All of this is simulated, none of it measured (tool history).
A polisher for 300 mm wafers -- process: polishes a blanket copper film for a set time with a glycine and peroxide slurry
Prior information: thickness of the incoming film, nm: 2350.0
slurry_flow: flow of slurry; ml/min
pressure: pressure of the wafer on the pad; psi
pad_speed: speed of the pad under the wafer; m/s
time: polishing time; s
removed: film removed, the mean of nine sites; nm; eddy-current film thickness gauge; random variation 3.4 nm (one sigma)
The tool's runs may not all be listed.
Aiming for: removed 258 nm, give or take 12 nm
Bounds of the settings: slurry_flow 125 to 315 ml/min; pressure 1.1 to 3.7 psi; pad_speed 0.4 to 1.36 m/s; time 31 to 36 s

run    day  slurry_flow  pressure  pad_speed  time  removed
  1      0          205       2.4       0.88    36   172.34
  2   0.25          250       2.4       0.88    36   177.52
  3  0.392          250       2.8       0.88    36   195.97
  4  0.679          250         3        0.9    36   209.32
  5  0.825          200         3        0.9    36   211.39
  6  1.092          200       3.3        0.9    36   227.86
  7  1.154          200       3.4        0.9    36   226.42
  8  1.367          200       3.5       0.92    36    236.5
  9  1.471          200       3.5       0.94    36   244.01

Below are 5 possible settings for the next run. Only one of them brings all results inside the allowed miss of their targets. Which is it?
  A  1.575          145       3.7       1.16    35        ?
  B  1.575          210       3.6        1.1    36        ?
  C  1.575          215       3.7       1.02    36        ?
  D  1.575          205       3.7       0.98    35        ?
  E  1.575          165       3.4       0.92    36        ?

move  removed
   A   281.82
   B      282
   C   272.54
   D   255.55
   E   227.77
A: pushes the last run's worst result past its target
B: pushes the last run's worst result past its target
C: pushes the last run's worst result past its target
D: every result lands within tolerance
E: moves away from the targets compared with the last run
The right move is D.
